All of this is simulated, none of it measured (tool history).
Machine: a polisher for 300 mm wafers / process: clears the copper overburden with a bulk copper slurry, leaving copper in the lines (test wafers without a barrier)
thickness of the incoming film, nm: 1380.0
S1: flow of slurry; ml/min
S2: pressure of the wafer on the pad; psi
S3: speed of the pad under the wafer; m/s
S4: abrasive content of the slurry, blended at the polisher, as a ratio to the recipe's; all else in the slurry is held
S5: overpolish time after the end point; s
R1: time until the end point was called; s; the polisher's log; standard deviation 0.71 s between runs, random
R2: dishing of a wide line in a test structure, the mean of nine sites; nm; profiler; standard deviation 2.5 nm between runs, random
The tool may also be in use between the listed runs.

run,hour,S1,S2,S3,S4,S5,R1,R2
1,0,270,3.5,1.04,1,24,138.97,100.57
2,4.8,270,3,1.04,1,24,155.23,95.401
3,5.7,270,3.3,1.06,1,24,140.82,102.31
4,13.2,270,3.3,0.8,1,24,182.77,82.297
5,18,310,3.3,0.8,1,24,182.75,84.614
6,24.4,310,3.5,0.84,1,24,167.91,92.888
# hour 25.1: worn pad replaced by a new one
7,25.1,310,3.7,0.88,1,23,146.43,99.308

Run 8 is up next; what results do you expect?
8,26.7,310,3.7,0.88,1,23,?,?

Run 8 came out at R1 146.55 s, R2 94.328 nm.
